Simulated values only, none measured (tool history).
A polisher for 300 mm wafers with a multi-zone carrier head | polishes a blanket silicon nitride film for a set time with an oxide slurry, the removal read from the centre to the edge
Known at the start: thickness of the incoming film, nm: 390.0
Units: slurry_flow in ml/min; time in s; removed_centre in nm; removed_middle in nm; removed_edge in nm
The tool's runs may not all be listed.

Run 1, hour 0: slurry_flow 320 ml/min, centre_zone 1, middle_zone 1, edge_zone 1, slurry_solids 1, time 76 s. Result: removed_centre 33.535 nm, removed_middle 33.59 nm, removed_edge 32.125 nm.
Run 2, hour 8: slurry_flow 320 ml/min, centre_zone 0.92, middle_zone 1, edge_zone 1, slurry_solids 1, time 76 s. Result: removed_centre 30.557 nm, removed_middle 33.84 nm, removed_edge 32.333 nm.
Run 3, hour 13.1: slurry_flow 380 ml/min, centre_zone 0.92, middle_zone 1, edge_zone 1, slurry_solids 1, time 76 s. Result: removed_centre 30.959 nm, removed_middle 34.499 nm, removed_edge 32.175 nm.
Run 4, hour 14.9: slurry_flow 380 ml/min, centre_zone 0.92, middle_zone 0.98, edge_zone 0.99, slurry_solids 0.85, time 72 s. Result: removed_centre 28.54 nm, removed_middle 30.307 nm, removed_edge 29.184 nm.
Run 5, hour 17.9: slurry_flow 380 ml/min, centre_zone 0.91, middle_zone 0.98, edge_zone 0.98, slurry_solids 0.75, time 68 s. Result: removed_centre 24.72 nm, removed_middle 27.445 nm, removed_edge 25.382 nm.
Run 6, hour 23.2: slurry_flow 380 ml/min, centre_zone 0.91, middle_zone 0.98, edge_zone 0.98, slurry_solids 0.95, time 68 s. Result: removed_centre 28.365 nm, removed_middle 29.898 nm, removed_edge 28.33 nm.
Run 7, hour 30.8: slurry_flow 380 ml/min, centre_zone 0.89, middle_zone 0.88, edge_zone 0.92, slurry_solids 0.7, time 65 s. Result: removed_centre 22.2 nm, removed_middle 23.319 nm, removed_edge 22.276 nm.

The next listed run, before its measurement:
Run 8, hour 36.2: slurry_flow 370 ml/min, centre_zone 0.88, middle_zone 0.86, edge_zone 0.92, slurry_solids 0.7, time 65 s. Result: removed_centre ?, removed_middle ?, removed_edge ?.

Run 8 gave removed_centre 21.466 nm, removed_middle 21.94 nm, removed_edge 22.422 nm.
